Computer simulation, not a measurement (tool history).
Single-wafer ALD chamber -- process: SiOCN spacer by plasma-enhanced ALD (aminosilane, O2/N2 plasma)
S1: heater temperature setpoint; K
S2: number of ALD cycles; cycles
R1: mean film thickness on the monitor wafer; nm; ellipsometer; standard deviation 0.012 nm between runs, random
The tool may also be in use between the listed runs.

run,hour,S1,S2,R1
1,0,653.15,43,2.5815
2,4.6,653.15,42,2.5466
3,10.3,653.15,41,2.4725
4,10.9,663.15,41,2.4646
5,19.8,663.15,40,2.4011
# hour 26.5: thermocouple changed; heater temperature recalibrated
6,26.5,663.15,46,2.7618
7,27.9,663.15,45,2.6959

Forecast run 8:
8,33.3,663.15,38,?

R1: 2.2914 nm

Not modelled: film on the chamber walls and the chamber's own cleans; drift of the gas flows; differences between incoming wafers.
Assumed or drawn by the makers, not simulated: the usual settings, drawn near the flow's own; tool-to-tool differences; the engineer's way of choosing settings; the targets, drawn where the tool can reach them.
